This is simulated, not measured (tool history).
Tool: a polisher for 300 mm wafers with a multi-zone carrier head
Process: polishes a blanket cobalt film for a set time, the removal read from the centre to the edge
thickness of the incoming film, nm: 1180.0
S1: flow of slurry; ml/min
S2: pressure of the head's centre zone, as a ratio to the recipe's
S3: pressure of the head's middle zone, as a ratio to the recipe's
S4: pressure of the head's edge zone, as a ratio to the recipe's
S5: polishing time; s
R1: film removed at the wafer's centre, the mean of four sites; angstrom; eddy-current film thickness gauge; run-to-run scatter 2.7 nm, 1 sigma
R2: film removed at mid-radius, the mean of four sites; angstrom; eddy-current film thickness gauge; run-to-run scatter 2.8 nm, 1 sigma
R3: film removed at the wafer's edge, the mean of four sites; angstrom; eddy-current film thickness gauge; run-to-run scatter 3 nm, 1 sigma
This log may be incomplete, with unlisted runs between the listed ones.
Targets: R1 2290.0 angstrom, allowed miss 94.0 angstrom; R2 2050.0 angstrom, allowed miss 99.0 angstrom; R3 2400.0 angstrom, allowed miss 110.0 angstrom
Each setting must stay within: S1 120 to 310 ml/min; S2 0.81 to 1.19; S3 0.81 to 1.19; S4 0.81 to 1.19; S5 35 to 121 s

Run 1, day 0.000: S1 200 ml/min, S2 1.00, S3 1.00, S4 1.00, S5 78 s. Result: R1 3425.7 angstrom, R2 3428.4 angstrom, R3 3443.6 angstrom.
Run 2, day 0.350: S1 200 ml/min, S2 1.00, S3 1.00, S4 0.95, S5 78 s. Result: R1 3427.6 angstrom, R2 3440.9 angstrom, R3 3370.8 angstrom.
Run 3, day 0.429: S1 200 ml/min, S2 1.07, S3 1.00, S4 0.95, S5 78 s. Result: R1 3676.1 angstrom, R2 3431.4 angstrom, R3 3354.6 angstrom.
Run 4, day 0.654: S1 195 ml/min, S2 1.06, S3 0.98, S4 0.95, S5 74 s. Result: R1 3350.5 angstrom, R2 3200.6 angstrom, R3 3205.7 angstrom.
Run 5, day 1.025: S1 195 ml/min, S2 1.14, S3 0.98, S4 0.95, S5 74 s. Result: R1 3766.3 angstrom, R2 3214.3 angstrom, R3 3171.0 angstrom.
Run 6, day 1.325: S1 190 ml/min, S2 1.12, S3 0.96, S4 0.95, S5 71 s. Result: R1 3465.5 angstrom, R2 3017.4 angstrom, R3 3123.6 angstrom.
Run 7, day 1.442: S1 190 ml/min, S2 1.11, S3 0.95, S4 0.95, S5 67 s. Result: R1 3245.5 angstrom, R2 2763.5 angstrom, R3 2894.0 angstrom.
Run 8, day 1.717: S1 190 ml/min, S2 1.09, S3 0.94, S4 0.95, S5 65 s. Result: R1 3081.5 angstrom, R2 2724.1 angstrom, R3 2791.9 angstrom.

Pick the move, out of 5, that brings all results within their allowed miss; only one does.
Run A, day 1.992: S1 175 ml/min, S2 1.12, S3 1.01, S4 0.94, S5 71 s. Result: R1 ?, R2 ?, R3 ?.
Run B, day 1.992: S1 170 ml/min, S2 0.98, S3 0.95, S4 0.94, S5 57 s. Result: R1 ?, R2 ?, R3 ?.
Run C, day 1.992: S1 150 ml/min, S2 1.10, S3 0.89, S4 1.07, S5 57 s. Result: R1 ?, R2 ?, R3 ?.
Run D, day 1.992: S1 195 ml/min, S2 0.97, S3 0.87, S4 0.99, S5 57 s. Result: R1 ?, R2 ?, R3 ?.
Run E, day 1.992: S1 160 ml/min, S2 0.98, S3 0.85, S4 1.00, S5 56 s. Result: R1 ?, R2 ?, R3 ?.

move      R1      R2      R3
   A  3447.0  3023.0  2994.6
   B  2403.1  2294.0  2396.3
   C  2620.3  2114.7  2505.3
   D  2443.2  2185.2  2503.5
   E  2327.3  2030.0  2406.4
A: the biggest miss grows against the last run
B: an improvement on the last run, though not all results are within tolerance
C: an improvement on the last run, though not all results are within tolerance
D: an improvement on the last run, though not all results are within tolerance
E: meets every target
E meets every target.
